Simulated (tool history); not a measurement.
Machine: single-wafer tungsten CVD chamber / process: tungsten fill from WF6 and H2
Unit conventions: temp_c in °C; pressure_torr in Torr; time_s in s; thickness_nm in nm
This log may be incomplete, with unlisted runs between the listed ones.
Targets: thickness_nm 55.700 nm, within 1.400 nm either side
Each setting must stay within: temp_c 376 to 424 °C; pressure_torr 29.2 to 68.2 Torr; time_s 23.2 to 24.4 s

run  hour  temp_c  pressure_torr  time_s  thickness_nm
  1   0.0     400           48.7    24.4        78.287
  2   3.2     400           53.1    24.4        81.534
  3   5.7     396           52.8    24.4        76.619
  4   6.7     396           52.8    23.2        72.714
  5   9.6     393           52.6    23.2        69.567
  6  17.8     391           52.4    23.2        66.499
  7  19.5     389           52.3    23.2        64.878
  8  21.5     387           52.2    23.2        62.216
  9  22.4     387           52.2    23.2        62.473
 10  25.8     386           52.1    23.2        61.182
 11  27.9     385           52.0    23.2        60.158
 12  31.5     384           51.9    23.2        58.982
 13  38.9     383           51.9    23.2        57.428
 14  46.9     383           51.9    23.2        57.984

Exercise: of the 4 proposed moves below, exactly one satisfies all targets within the stated allowed misses. Which move is it?
  A  54.9     382           52.3    23.6             ?
  B  54.9     381           51.0    24.4             ?
  C  54.9     381           51.7    23.2             ?
  D  54.9     381           59.0    23.2             ?

move  thickness_nm
   A        58.202
   B        58.505
   C        55.943
   D        59.181
A: its largest miss is bigger than the last run's
B: its largest miss is bigger than the last run's
C: all results land within tolerance of their targets
D: its largest miss is bigger than the last run's
Answer: C
